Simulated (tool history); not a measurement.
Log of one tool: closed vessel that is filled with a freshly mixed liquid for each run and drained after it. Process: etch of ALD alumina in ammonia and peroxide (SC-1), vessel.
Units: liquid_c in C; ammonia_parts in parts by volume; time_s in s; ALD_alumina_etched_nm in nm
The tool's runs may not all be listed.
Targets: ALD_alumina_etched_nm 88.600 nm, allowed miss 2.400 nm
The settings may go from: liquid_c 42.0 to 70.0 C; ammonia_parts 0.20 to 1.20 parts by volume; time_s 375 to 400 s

{"run": 1, "hour": 0.0, "liquid_c": 58.0, "ammonia_parts": 0.75, "time_s": 375, "ALD_alumina_etched_nm": 46.922}
{"run": 2, "hour": 7.0, "liquid_c": 54.0, "ammonia_parts": 0.75, "time_s": 375, "ALD_alumina_etched_nm": 38.099}
{"run": 3, "hour": 10.3, "liquid_c": 50.0, "ammonia_parts": 0.75, "time_s": 375, "ALD_alumina_etched_nm": 30.493}
{"run": 4, "hour": 14.2, "liquid_c": 45.0, "ammonia_parts": 0.75, "time_s": 375, "ALD_alumina_etched_nm": 22.897}
{"run": 5, "hour": 19.3, "liquid_c": 45.0, "ammonia_parts": 0.6, "time_s": 375, "ALD_alumina_etched_nm": 22.72}
{"run": 6, "hour": 20.4, "liquid_c": 45.0, "ammonia_parts": 0.4, "time_s": 375, "ALD_alumina_etched_nm": 21.708}
{"run": 7, "hour": 28.9, "liquid_c": 45.0, "ammonia_parts": 0.4, "time_s": 375, "ALD_alumina_etched_nm": 21.738}
{"run": 8, "hour": 34.8, "liquid_c": 47.5, "ammonia_parts": 0.4, "time_s": 375, "ALD_alumina_etched_nm": 25.078}
{"run": 9, "hour": 38.0, "liquid_c": 47.5, "ammonia_parts": 0.4, "time_s": 375, "ALD_alumina_etched_nm": 25.01}
{"run": 10, "hour": 43.0, "liquid_c": 55.5, "ammonia_parts": 0.7, "time_s": 395, "ALD_alumina_etched_nm": 42.378}
{"run": 11, "hour": 46.1, "liquid_c": 57.0, "ammonia_parts": 0.7, "time_s": 395, "ALD_alumina_etched_nm": 46.396}
{"run": 12, "hour": 51.8, "liquid_c": 58.5, "ammonia_parts": 0.7, "time_s": 395, "ALD_alumina_etched_nm": 50.463}
{"run": 13, "hour": 58.4, "liquid_c": 59.5, "ammonia_parts": 0.7, "time_s": 395, "ALD_alumina_etched_nm": 53.74}
{"run": 14, "hour": 66.2, "liquid_c": 60.5, "ammonia_parts": 0.7, "time_s": 395, "ALD_alumina_etched_nm": 55.568}
{"run": 15, "hour": 71.7, "liquid_c": 61.5, "ammonia_parts": 0.7, "time_s": 395, "ALD_alumina_etched_nm": 58.916}
{"run": 16, "hour": 75.2, "liquid_c": 62.5, "ammonia_parts": 0.7, "time_s": 395, "ALD_alumina_etched_nm": 62.548}
{"run": 17, "hour": 82.9, "liquid_c": 63.0, "ammonia_parts": 0.7, "time_s": 395, "ALD_alumina_etched_nm": 63.31}
{"run": 18, "hour": 92.1, "liquid_c": 63.0, "ammonia_parts": 0.7, "time_s": 395, "ALD_alumina_etched_nm": 63.432}
{"run": 19, "hour": 94.7, "liquid_c": 63.5, "ammonia_parts": 0.7, "time_s": 395, "ALD_alumina_etched_nm": 64.967}
{"run": 20, "hour": 95.9, "liquid_c": 64.0, "ammonia_parts": 0.7, "time_s": 395, "ALD_alumina_etched_nm": 66.765}
{"run": 21, "hour": 99.5, "liquid_c": 64.5, "ammonia_parts": 0.7, "time_s": 395, "ALD_alumina_etched_nm": 68.918}
{"run": 22, "hour": 101.7, "liquid_c": 65.0, "ammonia_parts": 0.7, "time_s": 395, "ALD_alumina_etched_nm": 69.839}
{"run": 23, "hour": 105.7, "liquid_c": 65.5, "ammonia_parts": 0.7, "time_s": 395, "ALD_alumina_etched_nm": 71.906}
{"run": 24, "hour": 109.6, "liquid_c": 66.0, "ammonia_parts": 0.7, "time_s": 395, "ALD_alumina_etched_nm": 73.259}
{"run": 25, "hour": 112.5, "liquid_c": 66.5, "ammonia_parts": 0.7, "time_s": 395, "ALD_alumina_etched_nm": 75.205}
{"run": 26, "hour": 115.9, "liquid_c": 67.0, "ammonia_parts": 0.7, "time_s": 395, "ALD_alumina_etched_nm": 78.088}
{"run": 27, "hour": 118.9, "liquid_c": 67.5, "ammonia_parts": 0.7, "time_s": 395, "ALD_alumina_etched_nm": 79.695}
{"run": 28, "hour": 124.5, "liquid_c": 68.5, "ammonia_parts": 0.7, "time_s": 395, "ALD_alumina_etched_nm": 83.65}

Which of these 4 next moves meets every target?
{"run": "A", "hour": 130.1, "liquid_c": 68.5, "ammonia_parts": 0.85, "time_s": 390, "ALD_alumina_etched_nm": "?"}
{"run": "B", "hour": 130.1, "liquid_c": 70.0, "ammonia_parts": 0.7, "time_s": 395, "ALD_alumina_etched_nm": "?"}
{"run": "C", "hour": 130.1, "liquid_c": 69.5, "ammonia_parts": 1.1, "time_s": 400, "ALD_alumina_etched_nm": "?"}
{"run": "D", "hour": 130.1, "liquid_c": 69.5, "ammonia_parts": 0.7, "time_s": 385, "ALD_alumina_etched_nm": "?"}

move=A ALD_alumina_etched_nm=83.662
move=B ALD_alumina_etched_nm=89.439
move=C ALD_alumina_etched_nm=92.273
move=D ALD_alumina_etched_nm=85.104
A: as far off as the last run
B: meets every target
C: takes the result that was furthest off past its target
D: nearer than the last run, and not there yet
Move B is the one to make.

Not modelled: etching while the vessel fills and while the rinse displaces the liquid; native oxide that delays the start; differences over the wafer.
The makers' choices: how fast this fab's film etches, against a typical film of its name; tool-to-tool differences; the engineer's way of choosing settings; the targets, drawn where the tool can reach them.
